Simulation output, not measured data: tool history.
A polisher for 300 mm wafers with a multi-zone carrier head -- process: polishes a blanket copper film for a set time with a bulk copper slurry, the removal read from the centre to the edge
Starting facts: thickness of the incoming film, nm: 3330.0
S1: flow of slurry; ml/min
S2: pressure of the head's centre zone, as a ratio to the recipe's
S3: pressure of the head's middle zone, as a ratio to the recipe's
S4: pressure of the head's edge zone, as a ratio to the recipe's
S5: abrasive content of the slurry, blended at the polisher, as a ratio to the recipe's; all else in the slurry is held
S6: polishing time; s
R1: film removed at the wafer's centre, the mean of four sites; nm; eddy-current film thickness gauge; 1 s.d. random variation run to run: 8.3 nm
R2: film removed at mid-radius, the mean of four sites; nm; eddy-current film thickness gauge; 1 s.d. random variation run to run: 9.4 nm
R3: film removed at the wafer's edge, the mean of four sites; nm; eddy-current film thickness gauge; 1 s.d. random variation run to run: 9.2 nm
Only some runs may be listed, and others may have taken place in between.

run,hour,S1,S2,S3,S4,S5,S6,R1,R2,R3
1,0,120,1,1,1,1,79,643.47,667.68,661.41
2,0.6,120,1,1.08,1,1,79,649.01,698.12,666.4
3,3.4,120,1,1.08,1,1.15,79,686.95,720.35,671.01
4,11,120,1,1.07,1.02,1.2,81,698.95,739.24,711.65
5,18.5,125,1.01,1.07,1.04,1.25,82,727.84,748.58,732.07
6,22.3,125,1.01,1.07,1.04,1.15,82,713.26,749.47,730.05
7,27.8,130,1.02,1.07,1.06,1.2,83,752.5,754.38,734.08
8,34.8,130,1.02,1.07,1.07,1.25,85,758.34,783.77,757.73
9,39.2,130,1.03,1.06,1.08,1.3,87,793.53,808.39,780.05

Expected results for the next run?
10,48.1,130,1.03,1.06,1.08,1.3,87,?,?,?

Run 10 yielded R1 782.61 nm, R2 807.95 nm, R3 797.97 nm.

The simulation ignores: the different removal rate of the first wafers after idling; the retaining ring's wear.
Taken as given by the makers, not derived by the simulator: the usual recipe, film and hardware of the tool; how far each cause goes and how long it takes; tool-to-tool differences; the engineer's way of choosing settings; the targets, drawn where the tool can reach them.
